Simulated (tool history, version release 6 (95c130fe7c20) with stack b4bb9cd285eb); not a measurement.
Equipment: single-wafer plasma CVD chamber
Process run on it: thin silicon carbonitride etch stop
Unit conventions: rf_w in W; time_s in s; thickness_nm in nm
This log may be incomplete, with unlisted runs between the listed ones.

run    day  rf_w  time_s  thickness_nm
  1      0   210    18.9        10.878
  2  0.183   200    18.9        10.708
  3  0.525   200    19.9        11.269
  4   0.65   195    19.5        10.897
  5      1   195    21.4        11.946
  6  1.308   190    20.8        11.466
  7  1.508   185    20.4        11.174

The next listed run, before its measurement:
  8  1.562   180    20.1             ?

Run 8 measured thickness_nm 10.918 nm.

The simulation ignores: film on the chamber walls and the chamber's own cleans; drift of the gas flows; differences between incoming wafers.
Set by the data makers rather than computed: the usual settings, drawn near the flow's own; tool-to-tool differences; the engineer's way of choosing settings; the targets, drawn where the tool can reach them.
